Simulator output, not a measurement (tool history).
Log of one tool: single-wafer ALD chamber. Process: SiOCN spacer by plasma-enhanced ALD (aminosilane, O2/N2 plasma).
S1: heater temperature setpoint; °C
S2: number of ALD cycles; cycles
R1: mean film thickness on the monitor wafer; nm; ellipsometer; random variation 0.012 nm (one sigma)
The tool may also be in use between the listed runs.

run  hour   S1  S2      R1
  1   0.0  410  66  3.8320
  2   7.5  410  71  4.1239
  3   9.2  410  66  3.8504
  4  17.8  410  74  4.2908
  5  24.3  410  67  3.9130
  6  29.3  412  65  3.7679
  7  36.1  424  57  3.1690

The next listed run, before its measurement:
  8  40.9  423  57   ?

{"run 8": {"R1": 3.1596}}

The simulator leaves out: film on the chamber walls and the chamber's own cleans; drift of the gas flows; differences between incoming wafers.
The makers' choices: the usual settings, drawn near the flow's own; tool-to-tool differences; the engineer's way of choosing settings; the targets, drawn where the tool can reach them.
